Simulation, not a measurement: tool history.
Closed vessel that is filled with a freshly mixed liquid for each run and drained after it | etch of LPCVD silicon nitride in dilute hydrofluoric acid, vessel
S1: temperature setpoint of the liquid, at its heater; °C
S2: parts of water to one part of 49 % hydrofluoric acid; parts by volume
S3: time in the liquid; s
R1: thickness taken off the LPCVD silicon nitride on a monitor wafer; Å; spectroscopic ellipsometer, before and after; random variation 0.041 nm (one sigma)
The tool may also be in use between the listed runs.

{"run": 1, "day": 0.0, "S1": 22.0, "S2": 45, "S3": 460, "R1": 40.287}
{"run": 2, "day": 0.142, "S1": 22.0, "S2": 45, "S3": 360, "R1": 32.059}
{"run": 3, "day": 0.196, "S1": 23.0, "S2": 45, "S3": 360, "R1": 34.04}
{"run": 4, "day": 0.521, "S1": 24.0, "S2": 45, "S3": 360, "R1": 36.682}
{"run": 5, "day": 0.917, "S1": 26.0, "S2": 45, "S3": 360, "R1": 40.748}
{"run": 6, "day": 1.029, "S1": 26.5, "S2": 45, "S3": 360, "R1": 42.968}

Forecast run 7:
{"run": 7, "day": 1.288, "S1": 26.5, "S2": 45, "S3": 360, "R1": "?"}

R1: 43.128 Å
